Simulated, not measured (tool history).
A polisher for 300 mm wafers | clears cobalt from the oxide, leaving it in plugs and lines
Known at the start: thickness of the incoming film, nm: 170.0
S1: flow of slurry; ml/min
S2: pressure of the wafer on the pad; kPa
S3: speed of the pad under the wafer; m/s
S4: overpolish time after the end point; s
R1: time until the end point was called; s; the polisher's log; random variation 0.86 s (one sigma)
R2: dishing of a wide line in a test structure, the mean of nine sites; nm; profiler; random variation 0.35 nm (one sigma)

run 1 hour=0.0 | S1=165 S2=14.5 S3=1.24 S4=9 | R1=29.954 R2=37.382
run 2 hour=1.9 | S1=165 S2=13.1 S3=1.20 S4=8 | R1=34.479 R2=32.048
run 3 hour=7.3 | S1=135 S2=13.1 S3=1.20 S4=8 | R1=35.451 R2=30.196
run 4 hour=11.3 | S1=135 S2=13.1 S3=1.20 S4=4 | R1=37.299 R2=18.039
run 5 hour=12.8 | S1=135 S2=12.4 S3=1.20 S4=4 | R1=37.361 R2=17.024
-- hour=14.6 head pressure recalibrated
run 6 hour=14.6 | S1=135 S2=12.4 S3=0.96 S4=4 | R1=43.199 R2=14.686
run 7 hour=19.3 | S1=135 S2=11.7 S3=0.96 S4=4 | R1=45.732 R2=14.560

Run 8 comes next. What will it give?
run 8 hour=24.5 | S1=135 S2=11.0 S3=0.96 S4=4 | R1=? R2=?

{"run 8": {"R1": 47.736, "R2": 13.549}}
